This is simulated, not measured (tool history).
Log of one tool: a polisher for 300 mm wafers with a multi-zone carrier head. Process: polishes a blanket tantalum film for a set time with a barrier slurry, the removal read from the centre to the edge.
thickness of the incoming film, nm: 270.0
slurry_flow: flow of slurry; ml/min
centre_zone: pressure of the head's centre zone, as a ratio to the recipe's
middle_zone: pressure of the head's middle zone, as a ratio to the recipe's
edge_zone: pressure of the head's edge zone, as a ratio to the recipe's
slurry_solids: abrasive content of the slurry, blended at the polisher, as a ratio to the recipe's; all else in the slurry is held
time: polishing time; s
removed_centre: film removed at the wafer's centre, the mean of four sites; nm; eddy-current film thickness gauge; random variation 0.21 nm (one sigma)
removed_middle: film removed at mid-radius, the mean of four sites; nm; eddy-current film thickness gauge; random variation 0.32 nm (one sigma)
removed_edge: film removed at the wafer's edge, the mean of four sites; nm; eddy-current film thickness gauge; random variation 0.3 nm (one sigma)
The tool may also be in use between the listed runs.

run	hour	slurry_flow	centre_zone	middle_zone	edge_zone	slurry_solids	time	removed_centre	removed_middle	removed_edge
1	0.0	260	1.00	1.00	1.00	1.00	33	39.412	39.285	39.929
2	6.2	250	0.97	0.99	0.97	0.95	33	37.107	37.933	38.383
3	8.0	240	0.95	0.99	0.95	0.95	33	36.321	37.717	37.615
4	12.3	230	0.93	0.99	0.94	0.95	33	35.309	37.499	37.776
5	19.8	230	0.93	0.99	1.01	0.95	33	35.114	37.405	38.591
6	26.3	230	0.93	0.99	1.01	0.95	37	39.730	41.904	43.949
7	35.0	230	0.92	0.99	0.97	0.85	37	37.251	39.693	40.548

The next listed run, before its measurement:
8	38.0	230	0.92	0.99	0.97	0.85	37	?	?	?

{"run 8": {"removed_centre": 37.086, "removed_middle": 40.006, "removed_edge": 40.201}}

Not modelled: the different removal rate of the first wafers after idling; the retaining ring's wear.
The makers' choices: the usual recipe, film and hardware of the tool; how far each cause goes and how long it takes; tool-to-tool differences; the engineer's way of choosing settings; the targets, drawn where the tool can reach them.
